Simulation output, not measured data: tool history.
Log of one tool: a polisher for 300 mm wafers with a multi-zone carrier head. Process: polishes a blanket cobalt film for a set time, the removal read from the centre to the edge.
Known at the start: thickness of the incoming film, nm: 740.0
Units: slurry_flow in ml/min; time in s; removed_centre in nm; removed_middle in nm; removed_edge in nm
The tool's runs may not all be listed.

run,hour,slurry_flow,centre_zone,middle_zone,edge_zone,time,removed_centre,removed_middle,removed_edge
1,0.0,225,1.00,1.00,1.00,47,118.870,116.020,119.870
2,6.6,225,1.00,1.00,1.00,42,106.560,103.660,108.470
3,15.0,220,0.98,1.01,0.96,40,97.306,100.330,100.320
4,21.6,220,0.98,1.01,0.96,47,116.810,117.460,119.490
5,28.2,220,0.98,1.01,0.96,38,93.578,95.991,95.950
6,35.6,215,0.97,1.01,0.93,37,90.390,91.002,92.585
7,43.7,210,0.96,1.03,0.90,37,89.493,92.715,90.718
8,50.6,205,0.95,1.04,0.88,37,88.961,92.546,89.066

The next listed run, before its measurement:
9,54.2,200,0.94,1.04,0.87,37,?,?,?

removed_centre: 87.693 nm
removed_middle: 92.417 nm
removed_edge: 89.066 nm

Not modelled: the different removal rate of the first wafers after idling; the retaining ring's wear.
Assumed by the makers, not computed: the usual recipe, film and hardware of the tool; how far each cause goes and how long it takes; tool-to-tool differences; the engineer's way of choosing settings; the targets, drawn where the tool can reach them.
